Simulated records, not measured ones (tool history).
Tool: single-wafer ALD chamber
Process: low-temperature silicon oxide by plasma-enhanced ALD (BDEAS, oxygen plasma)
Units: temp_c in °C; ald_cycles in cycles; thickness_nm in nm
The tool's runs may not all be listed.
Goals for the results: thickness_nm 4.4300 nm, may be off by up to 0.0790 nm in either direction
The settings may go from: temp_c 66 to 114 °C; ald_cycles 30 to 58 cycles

| run | hour | temp_c | ald_cycles | thickness_nm |
|---|---|---|---|---|
| 1 | 0.0 | 90 | 44 | 6.1790 |
| 2 | 3.4 | 90 | 48 | 6.7348 |
| 3 | 9.1 | 90 | 42 | 5.9353 |
| 4 | 17.0 | 90 | 47 | 6.6179 |
| 5 | 21.5 | 90 | 53 | 7.4386 |
| 6 | 26.5 | 83 | 53 | 7.6227 |
| 7 | 32.6 | 85 | 50 | 7.1632 |
| 8 | 39.3 | 88 | 48 | 6.8281 |
| 9 | 40.9 | 100 | 41 | 5.5638 |
| 10 | 42.1 | 101 | 40 | 5.3937 |
| 11 | 46.0 | 102 | 39 | 5.2868 |

5 next moves are on the table. One of them brings every result within its allowed miss. Which?
| A | 49.9 | 112 | 35 | ? |
| B | 49.9 | 105 | 33 | ? |
| C | 49.9 | 106 | 34 | ? |
| D | 49.9 | 99 | 34 | ? |
| E | 49.9 | 103 | 35 | ? |

| move | thickness_nm |
|---|---|
| A | 4.6417 |
| B | 4.4337 |
| C | 4.5596 |
| D | 4.6260 |
| E | 4.7197 |
A: better than the last run, though not everything is in spec
B: meets every target
C: better than the last run, though not everything is in spec
D: better than the last run, though not everything is in spec
E: better than the last run, though not everything is in spec
Answer: B
